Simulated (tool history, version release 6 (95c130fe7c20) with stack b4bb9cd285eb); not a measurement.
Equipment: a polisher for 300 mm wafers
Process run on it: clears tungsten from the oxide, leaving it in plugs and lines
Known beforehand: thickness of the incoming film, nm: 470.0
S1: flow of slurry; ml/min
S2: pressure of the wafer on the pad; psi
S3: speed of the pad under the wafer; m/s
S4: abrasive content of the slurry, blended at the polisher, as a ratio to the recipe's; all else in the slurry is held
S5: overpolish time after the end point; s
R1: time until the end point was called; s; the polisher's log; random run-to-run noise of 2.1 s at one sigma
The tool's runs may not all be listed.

run  hour   S1   S2    S3   S4  S5      R1
  1     0  255  3.6  0.82    1   6  149.16
  2   4.6  200  3.6  0.82    1   6  154.39
  3  12.6  200  3.6   0.7    1   6   173.9
  4  14.2  200  3.6   0.7    1   4  175.93
  5  22.4  200  3.6   0.7  1.2   4  172.46
  6  26.6  200  3.5   0.7  1.2   4  174.93
  7  29.6  200  3.5   0.7  1.2   4  174.23

Run 8, settings as shown, results not yet in. Your forecast:
  8  31.9  200  3.4  0.7  1.2   4   ?

Run 8 came out at R1 177.06 s.

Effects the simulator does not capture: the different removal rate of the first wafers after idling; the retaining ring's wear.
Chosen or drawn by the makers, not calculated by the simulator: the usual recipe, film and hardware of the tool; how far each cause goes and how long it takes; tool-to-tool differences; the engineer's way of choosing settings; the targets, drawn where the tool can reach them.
